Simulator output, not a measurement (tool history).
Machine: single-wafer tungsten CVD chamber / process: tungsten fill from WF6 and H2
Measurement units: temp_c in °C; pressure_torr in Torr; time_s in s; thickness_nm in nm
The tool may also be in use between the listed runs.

run    day  temp_c  pressure_torr  time_s  thickness_nm
  1      0     390           53.7    31.5        99.798
  2  0.229     397           53.7    31.5        115.96
  3  0.312     397           53.7    32.5        118.92
  4  0.454     404           53.7    32.5        138.08
  5  0.721     401           53.6    32.5        128.85
  6  1.033     401           50.1    32.5        126.42
  7  1.229     398             50    32.5         119.1
  8  1.604     386           49.5    32.5        91.404
  9   1.85     385           49.5    32.5        89.126

What does the tool deliver on the next run?
 10  2.179     384           49.5    32.5             ?

{"run 10": {"thickness_nm": 87.456}}
